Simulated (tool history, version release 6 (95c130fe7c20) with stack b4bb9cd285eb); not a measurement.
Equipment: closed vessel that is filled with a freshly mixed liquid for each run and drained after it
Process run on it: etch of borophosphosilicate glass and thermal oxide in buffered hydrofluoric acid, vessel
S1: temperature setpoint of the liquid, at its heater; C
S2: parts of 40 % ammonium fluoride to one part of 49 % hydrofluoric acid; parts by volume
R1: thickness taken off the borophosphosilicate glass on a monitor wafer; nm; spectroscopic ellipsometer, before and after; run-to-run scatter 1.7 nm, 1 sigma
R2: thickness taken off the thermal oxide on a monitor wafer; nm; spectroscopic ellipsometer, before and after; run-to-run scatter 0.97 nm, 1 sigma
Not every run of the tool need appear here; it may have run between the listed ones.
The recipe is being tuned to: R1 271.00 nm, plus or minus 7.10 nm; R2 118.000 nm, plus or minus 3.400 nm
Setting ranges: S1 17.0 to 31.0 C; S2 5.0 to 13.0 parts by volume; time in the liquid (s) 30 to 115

{"run": 1, "hour": 0.0, "S1": 23.0, "S2": 8.0, "time in the liquid (s)": 60, "R1": 191.81, "R2": 84.816}
{"run": 2, "hour": 2.3, "S1": 24.5, "S2": 8.0, "time in the liquid (s)": 60, "R1": 211.01, "R2": 91.466}
{"run": 3, "hour": 5.8, "S1": 24.5, "S2": 8.0, "time in the liquid (s)": 70, "R1": 242.8, "R2": 106.86}
{"run": 4, "hour": 13.8, "S1": 23.0, "S2": 8.0, "time in the liquid (s)": 70, "R1": 225.68, "R2": 99.761}
{"run": 5, "hour": 21.3, "S1": 24.0, "S2": 8.0, "time in the liquid (s)": 70, "R1": 238.51, "R2": 104.07}
{"hour": 24.8, "done": "thermometer replaced"}
{"run": 6, "hour": 24.8, "S1": 24.5, "S2": 8.0, "time in the liquid (s)": 70, "R1": 228.34, "R2": 99.316}
{"run": 7, "hour": 27.8, "S1": 25.0, "S2": 7.5, "time in the liquid (s)": 70, "R1": 252.09, "R2": 107.95}
{"run": 8, "hour": 36.1, "S1": 24.5, "S2": 7.5, "time in the liquid (s)": 75, "R1": 260.52, "R2": 114.37}

Exactly one of the 5 candidate moves below puts every result within its allowed miss. Which one?
{"run": "A", "hour": 44.4, "S1": 27.0, "S2": 11.0, "time in the liquid (s)": 105, "R1": "?", "R2": "?"}
{"run": "B", "hour": 44.4, "S1": 24.0, "S2": 8.0, "time in the liquid (s)": 90, "R1": "?", "R2": "?"}
{"run": "C", "hour": 44.4, "S1": 21.5, "S2": 6.5, "time in the liquid (s)": 80, "R1": "?", "R2": "?"}
{"run": "D", "hour": 44.4, "S1": 29.0, "S2": 8.5, "time in the liquid (s)": 75, "R1": "?", "R2": "?"}
{"run": "E", "hour": 44.4, "S1": 25.0, "S2": 6.0, "time in the liquid (s)": 65, "R1": "?", "R2": "?"}

move=A R1=292.94 R2=126.300
move=B R1=285.77 R2=122.650
move=C R1=274.17 R2=117.080
move=D R1=290.47 R2=125.120
move=E R1=288.76 R2=123.460
A: takes the result that was furthest off past its target
B: takes the result that was furthest off past its target
C: every result within its allowed miss
D: takes the result that was furthest off past its target
E: takes the result that was furthest off past its target
Move C is the one to make.
